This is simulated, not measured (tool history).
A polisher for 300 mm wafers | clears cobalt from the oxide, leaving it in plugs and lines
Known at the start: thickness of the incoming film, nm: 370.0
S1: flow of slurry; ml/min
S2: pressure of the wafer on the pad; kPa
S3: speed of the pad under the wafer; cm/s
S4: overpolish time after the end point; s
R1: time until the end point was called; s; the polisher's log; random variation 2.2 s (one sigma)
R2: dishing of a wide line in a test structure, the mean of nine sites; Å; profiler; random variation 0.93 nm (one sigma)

run  hour   S1   S2   S3  S4      R1      R2
  1     0  230   11  114  25  64.075  515.79
  2   4.9  230   11  114  20  66.801  496.54
  3    13  230  9.7  112  23  74.308  490.95
  4  17.6  185  9.7  112  23   74.66  512.04
  5  19.6  230  9.7  112  23  73.715  490.03
  6  27.6  230  9.7  112  17  72.067  434.22

Forecast run 7:
  7    29  225   9  110  20   ?   ?

Run 7 gave R1 81.827 s, R2 454 Å.
